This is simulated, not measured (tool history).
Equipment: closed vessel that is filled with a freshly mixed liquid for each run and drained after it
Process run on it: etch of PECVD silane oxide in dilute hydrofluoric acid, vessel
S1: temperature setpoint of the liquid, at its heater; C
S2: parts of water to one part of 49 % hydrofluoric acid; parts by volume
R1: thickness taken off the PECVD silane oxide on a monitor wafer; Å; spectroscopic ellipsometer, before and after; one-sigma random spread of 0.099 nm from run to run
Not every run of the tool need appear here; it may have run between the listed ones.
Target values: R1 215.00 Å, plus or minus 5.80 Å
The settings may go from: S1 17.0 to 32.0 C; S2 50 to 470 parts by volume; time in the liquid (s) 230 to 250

{"run": 1, "hour": 0.0, "S1": 24.0, "S2": 260, "time in the liquid (s)": 230, "R1": 324.56}
{"run": 2, "hour": 4.5, "S1": 25.5, "S2": 260, "time in the liquid (s)": 230, "R1": 344.17}
{"run": 3, "hour": 7.3, "S1": 25.5, "S2": 260, "time in the liquid (s)": 250, "R1": 375.66}
{"run": 4, "hour": 8.6, "S1": 25.5, "S2": 230, "time in the liquid (s)": 250, "R1": 432.86}
{"run": 5, "hour": 16.4, "S1": 25.5, "S2": 230, "time in the liquid (s)": 250, "R1": 435.76}
{"run": 6, "hour": 21.3, "S1": 27.5, "S2": 230, "time in the liquid (s)": 250, "R1": 464.19}
{"hour": 26.4, "done": "hydrofluoric acid flow meter replaced"}
{"run": 7, "hour": 26.4, "S1": 24.5, "S2": 265, "time in the liquid (s)": 250, "R1": 373.49}
{"run": 8, "hour": 27.2, "S1": 22.5, "S2": 300, "time in the liquid (s)": 250, "R1": 299.1}
{"run": 9, "hour": 29.7, "S1": 21.0, "S2": 315, "time in the liquid (s)": 250, "R1": 265.49}
{"run": 10, "hour": 38.4, "S1": 20.0, "S2": 325, "time in the liquid (s)": 250, "R1": 245.14}
{"run": 11, "hour": 46.2, "S1": 19.0, "S2": 330, "time in the liquid (s)": 250, "R1": 231.5}

Exercise: of the 4 proposed moves below, exactly one satisfies all targets within the stated allowed misses. Which move is it?
{"run": "A", "hour": 54.0, "S1": 22.0, "S2": 355, "time in the liquid (s)": 250, "R1": "?"}
{"run": "B", "hour": 54.0, "S1": 22.5, "S2": 330, "time in the liquid (s)": 250, "R1": "?"}
{"run": "C", "hour": 54.0, "S1": 18.5, "S2": 340, "time in the liquid (s)": 245, "R1": "?"}
{"run": "D", "hour": 54.0, "S1": 19.0, "S2": 315, "time in the liquid (s)": 250, "R1": "?"}

move=A R1=235.37
move=B R1=263.53
move=C R1=215.48
move=D R1=246.89
A: lands further from the targets than the last run did
B: lands further from the targets than the last run did
C: every result within its allowed miss
D: lands further from the targets than the last run did
The move that meets every target is C.

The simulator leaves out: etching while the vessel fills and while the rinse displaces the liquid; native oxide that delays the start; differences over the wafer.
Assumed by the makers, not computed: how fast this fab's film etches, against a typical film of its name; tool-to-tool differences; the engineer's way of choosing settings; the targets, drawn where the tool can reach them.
